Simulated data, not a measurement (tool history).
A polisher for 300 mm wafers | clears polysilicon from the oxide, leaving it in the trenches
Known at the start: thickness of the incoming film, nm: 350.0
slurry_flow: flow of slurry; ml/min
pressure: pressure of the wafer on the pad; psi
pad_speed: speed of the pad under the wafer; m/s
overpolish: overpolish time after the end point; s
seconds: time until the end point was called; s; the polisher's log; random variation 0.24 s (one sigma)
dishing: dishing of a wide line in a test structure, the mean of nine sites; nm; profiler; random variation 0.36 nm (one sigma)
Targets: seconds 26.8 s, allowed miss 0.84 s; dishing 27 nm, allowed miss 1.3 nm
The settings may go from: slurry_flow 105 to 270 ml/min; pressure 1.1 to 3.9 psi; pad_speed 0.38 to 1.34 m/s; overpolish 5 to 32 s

Run 1, day 0: slurry_flow 175 ml/min, pressure 2.5 psi, pad_speed 0.86 m/s, overpolish 16 s. Result: seconds 37.052 s, dishing 28.225 nm.
Run 2, day 0.229: slurry_flow 175 ml/min, pressure 2.5 psi, pad_speed 0.86 m/s, overpolish 9 s. Result: seconds 36.7 s, dishing 27.023 nm.
Run 3, day 0.417: slurry_flow 175 ml/min, pressure 2 psi, pad_speed 0.86 m/s, overpolish 9 s. Result: seconds 43.385 s, dishing 26.701 nm.
Run 4, day 0.575: slurry_flow 180 ml/min, pressure 2.3 psi, pad_speed 0.86 m/s, overpolish 8 s. Result: seconds 39.292 s, dishing 26.62 nm.
Run 5, day 0.762: slurry_flow 180 ml/min, pressure 2.5 psi, pad_speed 0.86 m/s, overpolish 8 s. Result: seconds 36.889 s, dishing 27.025 nm.
Run 6, day 0.975: slurry_flow 180 ml/min, pressure 2.5 psi, pad_speed 0.86 m/s, overpolish 14 s. Result: seconds 36.904 s, dishing 29.921 nm.
Run 7, day 1.221: slurry_flow 175 ml/min, pressure 2.7 psi, pad_speed 0.86 m/s, overpolish 12 s. Result: seconds 34.582 s, dishing 28.722 nm.
Run 8, day 1.45: slurry_flow 195 ml/min, pressure 3.4 psi, pad_speed 0.86 m/s, overpolish 6 s. Result: seconds 28.701 s, dishing 26.247 nm.
Run 9, day 1.788: slurry_flow 195 ml/min, pressure 3.4 psi, pad_speed 0.86 m/s, overpolish 6 s. Result: seconds 28.202 s, dishing 26.558 nm.
Run 10, day 2.071: slurry_flow 195 ml/min, pressure 3.5 psi, pad_speed 0.86 m/s, overpolish 7 s. Result: seconds 27.829 s, dishing 26.828 nm.

5 next moves are on the table. One of them brings every result within its allowed miss. Which?
Run A, day 2.354: slurry_flow 150 ml/min, pressure 3.4 psi, pad_speed 0.88 m/s, overpolish 12 s. Result: seconds ?, dishing ?.
Run B, day 2.354: slurry_flow 190 ml/min, pressure 3.5 psi, pad_speed 0.82 m/s, overpolish 11 s. Result: seconds ?, dishing ?.
Run C, day 2.354: slurry_flow 215 ml/min, pressure 3.1 psi, pad_speed 0.88 m/s, overpolish 13 s. Result: seconds ?, dishing ?.
Run D, day 2.354: slurry_flow 195 ml/min, pressure 3.5 psi, pad_speed 0.9 m/s, overpolish 6 s. Result: seconds ?, dishing ?.
Run E, day 2.354: slurry_flow 200 ml/min, pressure 3.9 psi, pad_speed 0.76 m/s, overpolish 7 s. Result: seconds ?, dishing ?.

move  seconds  dishing
   A   29.639   29.617
   B   29.928   29.458
   C   30.235   29.691
   D   27.248   27.467
   E   29.341   27.929
A: further off than the last run
B: further off than the last run
C: further off than the last run
D: meets every target
E: further off than the last run
Answer: D
